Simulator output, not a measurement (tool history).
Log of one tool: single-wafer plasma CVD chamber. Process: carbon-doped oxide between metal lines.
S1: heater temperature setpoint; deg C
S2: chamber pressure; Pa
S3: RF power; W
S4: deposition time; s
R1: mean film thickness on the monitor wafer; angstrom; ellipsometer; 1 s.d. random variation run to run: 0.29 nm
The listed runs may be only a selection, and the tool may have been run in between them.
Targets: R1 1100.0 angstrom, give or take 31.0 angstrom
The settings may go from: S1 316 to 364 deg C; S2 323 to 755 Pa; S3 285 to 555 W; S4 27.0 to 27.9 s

run 1 hour=0.0 | S1=340 S2=539 S3=420 S4=27.0 | R1=1265.1
run 2 hour=3.5 | S1=340 S2=539 S3=420 S4=27.9 | R1=1304.4
run 3 hour=7.3 | S1=350 S2=539 S3=420 S4=27.9 | R1=1267.1
run 4 hour=9.3 | S1=350 S2=635 S3=420 S4=27.9 | R1=1288.5
run 5 hour=17.2 | S1=341 S2=635 S3=420 S4=27.9 | R1=1320.8
run 6 hour=23.6 | S1=341 S2=564 S3=420 S4=27.9 | R1=1313.3
run 7 hour=29.8 | S1=341 S2=564 S3=420 S4=27.9 | R1=1308.3
run 8 hour=31.2 | S1=341 S2=561 S3=410 S4=27.8 | R1=1276.8
-- hour=34.1 thermocouple changed; heater temperature recalibrated
run 9 hour=34.1 | S1=341 S2=559 S3=405 S4=27.8 | R1=1259.1
run 10 hour=35.8 | S1=341 S2=556 S3=400 S4=27.8 | R1=1255.6
run 11 hour=41.9 | S1=341 S2=553 S3=395 S4=27.8 | R1=1233.8
run 12 hour=48.4 | S1=347 S2=485 S3=345 S4=27.6 | R1=1031.4
run 13 hour=53.0 | S1=346 S2=491 S3=345 S4=27.6 | R1=1039.0
run 14 hour=58.1 | S1=345 S2=495 S3=345 S4=27.6 | R1=1042.1
run 15 hour=66.6 | S1=344 S2=499 S3=345 S4=27.6 | R1=1041.7
run 16 hour=75.6 | S1=344 S2=503 S3=345 S4=27.6 | R1=1047.1
run 17 hour=78.5 | S1=344 S2=507 S3=345 S4=27.6 | R1=1049.9
run 18 hour=84.0 | S1=344 S2=509 S3=345 S4=27.6 | R1=1044.6
run 19 hour=91.8 | S1=344 S2=512 S3=345 S4=27.6 | R1=1047.9
run 20 hour=93.3 | S1=340 S2=547 S3=365 S4=27.7 | R1=1131.5
run 21 hour=99.9 | S1=340 S2=545 S3=365 S4=27.7 | R1=1134.8
run 22 hour=107.3 | S1=340 S2=545 S3=365 S4=27.7 | R1=1134.9
run 23 hour=107.8 | S1=340 S2=544 S3=365 S4=27.7 | R1=1131.5

5 next moves are on the table. One of them brings every result within its allowed miss. Which?
run A hour=108.3 | S1=341 S2=584 S3=375 S4=27.6 | R1=?
run B hour=108.3 | S1=335 S2=507 S3=365 S4=27.9 | R1=?
run C hour=108.3 | S1=331 S2=444 S3=375 S4=27.8 | R1=?
run D hour=108.3 | S1=356 S2=580 S3=390 S4=27.9 | R1=?
run E hour=108.3 | S1=339 S2=553 S3=360 S4=27.0 | R1=?

move=A R1=1172.6
move=B R1=1157.6
move=C R1=1190.0
move=D R1=1183.1
move=E R1=1100.0
A: moves away from the targets compared with the last run
B: moves away from the targets compared with the last run
C: moves away from the targets compared with the last run
D: moves away from the targets compared with the last run
E: all results in spec
The right move is E.
